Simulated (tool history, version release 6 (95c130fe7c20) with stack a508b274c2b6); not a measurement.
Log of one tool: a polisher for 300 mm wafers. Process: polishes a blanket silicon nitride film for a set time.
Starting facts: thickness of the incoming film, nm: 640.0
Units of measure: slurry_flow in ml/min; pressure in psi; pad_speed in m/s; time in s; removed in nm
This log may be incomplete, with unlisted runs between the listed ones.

run 1 hour=0 | slurry_flow=225 pressure=4.7 pad_speed=0.9 time=33 | removed=73.564
run 2 hour=1.7 | slurry_flow=225 pressure=4.7 pad_speed=0.9 time=33 | removed=76.502
run 3 hour=6.6 | slurry_flow=225 pressure=5.5 pad_speed=0.9 time=33 | removed=89.298
run 4 hour=13.6 | slurry_flow=225 pressure=4.4 pad_speed=0.9 time=33 | removed=69.629
run 5 hour=17.8 | slurry_flow=225 pressure=4.4 pad_speed=0.9 time=33 | removed=70.428
run 6 hour=23.5 | slurry_flow=265 pressure=4.4 pad_speed=0.9 time=33 | removed=71.123
run 7 hour=28.3 | slurry_flow=265 pressure=4.7 pad_speed=0.9 time=33 | removed=75.167
run 8 hour=33 | slurry_flow=265 pressure=5 pad_speed=0.9 time=33 | removed=80.159
run 9 hour=35.8 | slurry_flow=265 pressure=5.2 pad_speed=0.92 time=33 | removed=84.511

Estimate the outcome of run 10 from the log above:
run 10 hour=37.1 | slurry_flow=265 pressure=5.4 pad_speed=0.94 time=33 | removed=?

removed: 88.677 nm

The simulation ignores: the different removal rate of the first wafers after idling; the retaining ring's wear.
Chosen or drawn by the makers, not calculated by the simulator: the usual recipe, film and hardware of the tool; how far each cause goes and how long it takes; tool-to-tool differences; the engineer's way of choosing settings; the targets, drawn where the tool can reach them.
